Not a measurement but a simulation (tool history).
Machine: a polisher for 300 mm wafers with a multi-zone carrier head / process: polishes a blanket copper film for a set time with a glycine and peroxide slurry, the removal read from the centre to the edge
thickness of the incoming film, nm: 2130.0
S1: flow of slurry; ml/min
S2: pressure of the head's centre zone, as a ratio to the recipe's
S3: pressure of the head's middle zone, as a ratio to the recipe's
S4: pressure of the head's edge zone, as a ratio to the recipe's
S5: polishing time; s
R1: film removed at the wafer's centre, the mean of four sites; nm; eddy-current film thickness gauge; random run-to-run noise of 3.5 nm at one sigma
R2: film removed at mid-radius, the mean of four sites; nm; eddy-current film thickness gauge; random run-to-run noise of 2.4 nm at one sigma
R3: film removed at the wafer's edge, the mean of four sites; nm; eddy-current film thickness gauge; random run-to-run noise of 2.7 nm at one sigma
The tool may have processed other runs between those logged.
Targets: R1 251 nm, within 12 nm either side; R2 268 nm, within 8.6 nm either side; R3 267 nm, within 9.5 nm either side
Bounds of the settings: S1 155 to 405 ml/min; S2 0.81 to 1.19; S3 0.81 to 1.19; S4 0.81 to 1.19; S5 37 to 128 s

| run | hour | S1 | S2 | S3 | S4 | S5 | R1 | R2 | R3 |
|---|---|---|---|---|---|---|---|---|---|
| 1 | 0 | 260 | 1 | 1 | 1 | 82 | 364.13 | 360.29 | 361.51 |
| 2 | 7.4 | 260 | 1.05 | 1 | 1 | 82 | 382.27 | 363.61 | 356.27 |
| 3 | 8.1 | 255 | 1 | 1 | 0.97 | 75 | 326.34 | 330.42 | 328.09 |
| 4 | 11.9 | 255 | 1.05 | 1 | 0.97 | 75 | 343.91 | 323.87 | 324.67 |
| 5 | 15.8 | 250 | 1.02 | 1 | 0.94 | 70 | 318.95 | 300.57 | 299.42 |
| 6 | 21.4 | 245 | 0.97 | 1 | 0.92 | 67 | 285.26 | 295.86 | 278.88 |
| 7 | 23.9 | 235 | 0.95 | 0.97 | 0.92 | 66 | 266.29 | 278.85 | 279.04 |
| 8 | 29.1 | 225 | 0.94 | 0.97 | 0.91 | 66 | 259.24 | 279.56 | 274.04 |

4 candidate next runs follow, results not yet known. Just one meets every target within its allowed miss. Identify it.
| A | 34.3 | 195 | 0.84 | 1.07 | 0.86 | 69 | ? | ? | ? |
| B | 34.3 | 160 | 0.92 | 0.96 | 0.91 | 68 | ? | ? | ? |
| C | 34.3 | 200 | 0.94 | 0.85 | 0.91 | 69 | ? | ? | ? |
| D | 34.3 | 215 | 0.89 | 0.99 | 0.88 | 68 | ? | ? | ? |

| move | R1 | R2 | R3 |
|---|---|---|---|
| A | 245.11 | 314 | 272.76 |
| B | 253.23 | 271.36 | 268.48 |
| C | 275.47 | 259.91 | 281.59 |
| D | 260.54 | 294.3 | 275.15 |
A: the biggest miss grows against the last run
B: meets every target
C: gets the furthest-off result to its target, but another result is out of tolerance
D: the biggest miss grows against the last run
The right move is B.
